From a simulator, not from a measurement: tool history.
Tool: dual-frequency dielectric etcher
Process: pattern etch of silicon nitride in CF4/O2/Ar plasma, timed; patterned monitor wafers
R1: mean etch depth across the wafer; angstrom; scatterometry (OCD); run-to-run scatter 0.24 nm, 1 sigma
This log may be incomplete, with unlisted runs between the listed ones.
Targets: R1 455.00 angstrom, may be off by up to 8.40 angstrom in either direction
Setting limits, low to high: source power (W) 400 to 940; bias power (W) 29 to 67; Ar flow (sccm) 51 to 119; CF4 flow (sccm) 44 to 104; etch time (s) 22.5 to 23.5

{"run": 1, "day": 0.0, "source power (W)": 670, "bias power (W)": 48, "Ar flow (sccm)": 85, "CF4 flow (sccm)": 74, "etch time (s)": 22.5, "R1": 511.98}
{"run": 2, "day": 0.138, "source power (W)": 730, "bias power (W)": 48, "Ar flow (sccm)": 85, "CF4 flow (sccm)": 74, "etch time (s)": 22.5, "R1": 552.2}
{"run": 3, "day": 0.188, "source power (W)": 730, "bias power (W)": 52, "Ar flow (sccm)": 85, "CF4 flow (sccm)": 74, "etch time (s)": 22.5, "R1": 564.83}
{"run": 4, "day": 0.275, "source power (W)": 710, "bias power (W)": 52, "Ar flow (sccm)": 85, "CF4 flow (sccm)": 74, "etch time (s)": 22.5, "R1": 550.79}
{"run": 5, "day": 0.462, "source power (W)": 710, "bias power (W)": 52, "Ar flow (sccm)": 85, "CF4 flow (sccm)": 74, "etch time (s)": 23.5, "R1": 576.75}
{"run": 6, "day": 0.704, "source power (W)": 690, "bias power (W)": 52, "Ar flow (sccm)": 85, "CF4 flow (sccm)": 74, "etch time (s)": 23.5, "R1": 562.79}
{"run": 7, "day": 0.842, "source power (W)": 670, "bias power (W)": 52, "Ar flow (sccm)": 85, "CF4 flow (sccm)": 74, "etch time (s)": 23.5, "R1": 551.65}
{"run": 8, "day": 1.0, "source power (W)": 650, "bias power (W)": 52, "Ar flow (sccm)": 85, "CF4 flow (sccm)": 74, "etch time (s)": 23.5, "R1": 535.44}
{"run": 9, "day": 1.317, "source power (W)": 630, "bias power (W)": 52, "Ar flow (sccm)": 85, "CF4 flow (sccm)": 74, "etch time (s)": 23.5, "R1": 522.82}
{"run": 10, "day": 1.354, "source power (W)": 620, "bias power (W)": 52, "Ar flow (sccm)": 85, "CF4 flow (sccm)": 74, "etch time (s)": 23.5, "R1": 514.32}
{"run": 11, "day": 1.579, "source power (W)": 610, "bias power (W)": 52, "Ar flow (sccm)": 85, "CF4 flow (sccm)": 74, "etch time (s)": 23.5, "R1": 505.73}
{"run": 12, "day": 1.746, "source power (W)": 600, "bias power (W)": 52, "Ar flow (sccm)": 85, "CF4 flow (sccm)": 74, "etch time (s)": 23.5, "R1": 500.4}
{"day": 2.058, "done": "Ar flow controller replaced"}
{"run": 13, "day": 2.058, "source power (W)": 590, "bias power (W)": 52, "Ar flow (sccm)": 85, "CF4 flow (sccm)": 74, "etch time (s)": 23.5, "R1": 491.57}
{"run": 14, "day": 2.288, "source power (W)": 580, "bias power (W)": 52, "Ar flow (sccm)": 85, "CF4 flow (sccm)": 74, "etch time (s)": 23.5, "R1": 485.56}
{"run": 15, "day": 2.35, "source power (W)": 570, "bias power (W)": 52, "Ar flow (sccm)": 85, "CF4 flow (sccm)": 74, "etch time (s)": 23.5, "R1": 478.13}
{"run": 16, "day": 2.704, "source power (W)": 570, "bias power (W)": 52, "Ar flow (sccm)": 85, "CF4 flow (sccm)": 74, "etch time (s)": 23.5, "R1": 480.79}
{"run": 17, "day": 2.771, "source power (W)": 560, "bias power (W)": 52, "Ar flow (sccm)": 85, "CF4 flow (sccm)": 74, "etch time (s)": 23.5, "R1": 474.16}

Next run, 4 choices. One meets every target within its allowed miss, the rest don't. Which?
{"run": "A", "day": 2.838, "source power (W)": 530, "bias power (W)": 62, "Ar flow (sccm)": 86, "CF4 flow (sccm)": 66, "etch time (s)": 23.5, "R1": "?"}
{"run": "B", "day": 2.838, "source power (W)": 550, "bias power (W)": 60, "Ar flow (sccm)": 78, "CF4 flow (sccm)": 80, "etch time (s)": 22.5, "R1": "?"}
{"run": "C", "day": 2.838, "source power (W)": 570, "bias power (W)": 50, "Ar flow (sccm)": 83, "CF4 flow (sccm)": 80, "etch time (s)": 22.5, "R1": "?"}
{"run": "D", "day": 2.838, "source power (W)": 590, "bias power (W)": 51, "Ar flow (sccm)": 86, "CF4 flow (sccm)": 77, "etch time (s)": 23.0, "R1": "?"}

move=A R1=471.44
move=B R1=477.46
move=C R1=459.11
move=D R1=480.72
A: nearer than the last run, and not there yet
B: moves away from the targets compared with the last run
C: meets every target
D: moves away from the targets compared with the last run
Go with C: it meets all targets.
